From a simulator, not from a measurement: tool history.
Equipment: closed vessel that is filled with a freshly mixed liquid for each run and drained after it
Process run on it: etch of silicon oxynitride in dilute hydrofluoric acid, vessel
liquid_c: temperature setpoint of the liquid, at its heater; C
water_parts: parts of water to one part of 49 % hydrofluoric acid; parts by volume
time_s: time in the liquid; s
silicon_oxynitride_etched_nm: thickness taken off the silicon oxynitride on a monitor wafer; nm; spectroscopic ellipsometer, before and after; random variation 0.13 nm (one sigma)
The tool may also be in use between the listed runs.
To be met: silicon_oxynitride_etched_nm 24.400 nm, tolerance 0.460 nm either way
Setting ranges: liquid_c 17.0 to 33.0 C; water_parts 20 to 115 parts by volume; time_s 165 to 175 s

{"run": 1, "hour": 0.0, "liquid_c": 25.0, "water_parts": 65, "time_s": 165, "silicon_oxynitride_etched_nm": 14.009}
{"run": 2, "hour": 2.7, "liquid_c": 26.5, "water_parts": 65, "time_s": 165, "silicon_oxynitride_etched_nm": 15.031}
{"run": 3, "hour": 11.7, "liquid_c": 28.0, "water_parts": 65, "time_s": 165, "silicon_oxynitride_etched_nm": 16.231}
{"run": 4, "hour": 16.0, "liquid_c": 29.0, "water_parts": 65, "time_s": 165, "silicon_oxynitride_etched_nm": 16.936}
{"run": 5, "hour": 17.0, "liquid_c": 29.0, "water_parts": 65, "time_s": 175, "silicon_oxynitride_etched_nm": 17.866}
{"run": 6, "hour": 23.8, "liquid_c": 32.0, "water_parts": 65, "time_s": 175, "silicon_oxynitride_etched_nm": 20.599}
{"run": 7, "hour": 28.4, "liquid_c": 32.5, "water_parts": 60, "time_s": 175, "silicon_oxynitride_etched_nm": 22.813}
{"run": 8, "hour": 31.0, "liquid_c": 33.0, "water_parts": 60, "time_s": 175, "silicon_oxynitride_etched_nm": 23.505}
{"run": 9, "hour": 31.9, "liquid_c": 33.0, "water_parts": 55, "time_s": 175, "silicon_oxynitride_etched_nm": 25.901}

4 candidate next runs follow, results not yet known. Just one meets every target within its allowed miss. Identify it.
{"run": "A", "hour": 32.8, "liquid_c": 32.5, "water_parts": 55, "time_s": 175, "silicon_oxynitride_etched_nm": "?"}
{"run": "B", "hour": 32.8, "liquid_c": 32.0, "water_parts": 50, "time_s": 165, "silicon_oxynitride_etched_nm": "?"}
{"run": "C", "hour": 32.8, "liquid_c": 30.5, "water_parts": 50, "time_s": 175, "silicon_oxynitride_etched_nm": "?"}
{"run": "D", "hour": 32.8, "liquid_c": 31.0, "water_parts": 50, "time_s": 165, "silicon_oxynitride_etched_nm": "?"}

move=A silicon_oxynitride_etched_nm=25.339
move=B silicon_oxynitride_etched_nm=25.831
move=C silicon_oxynitride_etched_nm=25.565
move=D silicon_oxynitride_etched_nm=24.669
A: closes in on the targets versus the last run, not all within tolerance yet
B: no nearer and no further than the last run
C: closes in on the targets versus the last run, not all within tolerance yet
D: in spec on every target
The move that meets every target is D.

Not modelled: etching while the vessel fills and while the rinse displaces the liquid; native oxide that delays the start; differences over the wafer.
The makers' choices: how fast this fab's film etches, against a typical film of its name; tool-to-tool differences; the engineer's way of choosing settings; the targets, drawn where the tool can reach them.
